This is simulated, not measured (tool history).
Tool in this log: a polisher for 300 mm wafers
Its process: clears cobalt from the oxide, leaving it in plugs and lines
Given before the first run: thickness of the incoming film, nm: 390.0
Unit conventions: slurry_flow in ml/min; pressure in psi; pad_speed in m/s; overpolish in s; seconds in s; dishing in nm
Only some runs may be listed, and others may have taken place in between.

run	day	slurry_flow	pressure	pad_speed	overpolish	seconds	dishing
1	0	210	1.5	1.1	21	92.006	37.427
2	0.042	210	1.5	0.9	21	112.58	35.03
3	0.088	210	1.3	0.88	24	131.64	35.772
4	0.417	210	1.2	0.88	26	143.07	35.189
5	0.646	210	1.1	0.88	28	152.21	34.832
6	0.758	210	1.1	0.88	30	156.24	35.581
7	0.996	210	1.1	0.88	31	149.02	36.315

For run 8, what comes out?
8	1.308	210	1.1	0.88	31	?	?

seconds: 151.03 s
dishing: 36.45 nm
